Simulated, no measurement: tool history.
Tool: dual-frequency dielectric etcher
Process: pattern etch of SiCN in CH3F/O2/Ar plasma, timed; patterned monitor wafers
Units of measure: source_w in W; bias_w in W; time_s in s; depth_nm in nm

| run | hour | source_w | bias_w | time_s | depth_nm |
|---|---|---|---|---|---|
| 1 | 0 | 320 | 95 | 53.5 | 20.857 |
| 2 | 1.6 | 360 | 95 | 53.5 | 22.188 |
| 3 | 4.2 | 380 | 96 | 53.5 | 22.728 |
| 4 | 8 | 380 | 89 | 53.5 | 22.419 |
| 5 | 12.5 | 380 | 89 | 53.5 | 22.161 |
| 6 | 17.3 | 380 | 89 | 53.5 | 22.083 |
| 7 | 18.3 | 400 | 91 | 53.5 | 22.872 |
| 8 | 26.7 | 410 | 93 | 53.5 | 23.392 |

The next listed run, before its measurement:
| 9 | 34.7 | 420 | 94 | 53.5 | ? |

{"run 9": {"depth_nm": 23.392}}
